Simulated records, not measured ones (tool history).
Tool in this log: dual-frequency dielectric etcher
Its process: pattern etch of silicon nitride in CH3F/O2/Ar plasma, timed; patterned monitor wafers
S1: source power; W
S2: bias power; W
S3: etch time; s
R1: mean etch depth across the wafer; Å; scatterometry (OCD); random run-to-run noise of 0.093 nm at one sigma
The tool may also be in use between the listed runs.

Run 1, day 0: S1 450 W, S2 72 W, S3 48.5 s. Result: R1 380.77 Å.
Run 2, day 0.204: S1 480 W, S2 72 W, S3 48.5 s. Result: R1 394.05 Å.
Run 3, day 0.467: S1 480 W, S2 82 W, S3 48.5 s. Result: R1 407.38 Å.
Run 4, day 0.575: S1 490 W, S2 82 W, S3 48.5 s. Result: R1 411.74 Å.
Run 5, day 0.925: S1 490 W, S2 82 W, S3 48.5 s. Result: R1 412.89 Å.
Run 6, day 1.217: S1 460 W, S2 82 W, S3 48.5 s. Result: R1 399.08 Å.
Run 7, day 1.417: S1 470 W, S2 82 W, S3 48.5 s. Result: R1 403.96 Å.

Run 8, settings as shown, results not yet in. Your forecast:
Run 8, day 1.496: S1 480 W, S2 82 W, S3 48.5 s. Result: R1 ?.

{"run 8": {"R1": 407.84}}
